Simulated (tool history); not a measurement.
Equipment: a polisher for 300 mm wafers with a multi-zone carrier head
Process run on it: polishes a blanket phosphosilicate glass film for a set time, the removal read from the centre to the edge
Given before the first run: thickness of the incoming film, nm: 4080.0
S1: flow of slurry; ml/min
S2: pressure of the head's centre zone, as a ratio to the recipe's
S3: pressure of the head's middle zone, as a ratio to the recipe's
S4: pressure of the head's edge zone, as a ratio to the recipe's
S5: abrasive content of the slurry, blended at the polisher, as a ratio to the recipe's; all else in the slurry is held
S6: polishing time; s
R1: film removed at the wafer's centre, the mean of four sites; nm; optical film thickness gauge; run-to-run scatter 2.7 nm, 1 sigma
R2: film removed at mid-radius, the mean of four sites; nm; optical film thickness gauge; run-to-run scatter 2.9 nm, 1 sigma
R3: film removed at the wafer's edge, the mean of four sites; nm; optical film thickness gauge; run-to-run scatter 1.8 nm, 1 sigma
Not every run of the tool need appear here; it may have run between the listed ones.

run	hour	S1	S2	S3	S4	S5	S6	R1	R2	R3
1	0	170	1	1	1	1	55	497.22	482.6	494.18
2	6.2	170	1	1	1	0.9	55	475.8	467.03	476.72
3	9.1	170	1	1	0.96	0.9	55	469.43	468.78	460.57
4	17.3	200	1	1	0.96	0.9	55	486.45	478.2	474.49
5	25.2	200	1	1	0.96	0.7	55	434.18	415.67	419.7
6	27.8	200	1	1	0.96	0.55	55	380.66	370.07	374.86
7	32.2	190	1.02	0.98	0.92	0.55	51	355.88	338.12	333.47
8	37.3	175	1.03	0.94	0.89	0.55	49	341.23	310.07	318.84
9	45.5	165	1.05	0.93	0.87	0.55	47	331.07	290.23	294.54
10	53.1	155	1.05	0.92	0.85	0.55	46	319.57	284.71	282.43
11	59.5	145	1.06	0.91	0.84	0.55	46	324.05	274.11	282.54
12	66.4	145	1.06	0.91	0.83	0.55	45	315.23	268.54	274.64
13	72.9	140	1.06	0.91	0.82	0.55	44	299.36	264.63	266.52

Run 14 is up next; what results do you expect?
14	75.6	135	1.07	0.91	0.82	0.55	44	?	?	?

{"run 14": {"R1": 304.68, "R2": 256.92, "R3": 264.7}}
